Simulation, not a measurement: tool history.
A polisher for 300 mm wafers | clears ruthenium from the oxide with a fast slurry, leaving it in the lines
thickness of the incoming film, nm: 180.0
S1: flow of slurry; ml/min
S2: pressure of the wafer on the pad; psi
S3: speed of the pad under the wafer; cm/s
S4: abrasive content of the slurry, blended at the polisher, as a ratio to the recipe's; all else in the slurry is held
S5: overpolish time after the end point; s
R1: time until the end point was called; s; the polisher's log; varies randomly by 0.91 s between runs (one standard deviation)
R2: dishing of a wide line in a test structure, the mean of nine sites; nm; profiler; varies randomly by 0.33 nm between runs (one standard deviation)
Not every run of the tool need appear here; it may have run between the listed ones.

run,hour,S1,S2,S3,S4,S5,R1,R2
1,0.0,130,2.1,114,1.0,16,56.191,37.550
2,5.2,160,2.1,114,1.0,16,52.883,38.277
3,7.2,160,2.1,90,1.0,16,66.804,32.429
4,12.4,160,2.1,90,1.0,13,65.967,26.959
5,20.9,160,2.1,90,1.0,19,68.230,37.384
6,25.7,160,2.1,74,1.0,19,77.511,32.458
7,29.1,165,2.2,74,1.0,15,75.433,27.630
8,30.5,170,2.2,80,1.0,12,67.296,24.220
9,34.8,175,2.3,80,1.0,10,64.339,20.701
10,43.3,175,2.4,80,1.0,10,62.913,21.950

What will run 11 give?
11,50.9,175,2.5,80,1.0,9,?,?

R1: 60.137 s
R2: 20.691 nm
